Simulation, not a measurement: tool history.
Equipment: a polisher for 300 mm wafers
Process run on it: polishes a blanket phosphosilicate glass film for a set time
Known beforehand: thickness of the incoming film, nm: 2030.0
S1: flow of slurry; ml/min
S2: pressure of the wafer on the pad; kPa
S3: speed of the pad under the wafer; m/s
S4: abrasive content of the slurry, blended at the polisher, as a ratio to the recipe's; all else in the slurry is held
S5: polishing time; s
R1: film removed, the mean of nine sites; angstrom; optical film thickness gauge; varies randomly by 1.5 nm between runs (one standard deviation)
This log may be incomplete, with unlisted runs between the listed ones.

run    day   S1    S2    S3    S4  S5      R1
  1  0.000  210  20.0  0.86  1.00  52  3147.3
  2  0.354  210  17.9  0.82  1.00  52  2686.2
  3  0.612  210  15.9  0.80  1.00  52  2378.1
  4  0.750  210  14.5  0.78  1.00  52  2096.3
  5  0.871  210  14.5  0.78  1.15  52  2218.1
  6  0.962  210  13.1  0.76  1.15  52  1994.5
  7  1.096  210  12.4  0.74  1.15  52  1834.4

Expected results for the next run?
  8  1.254  210  11.7  0.74  1.15  52   ?

{"run 8": {"R1": 1708.7}}
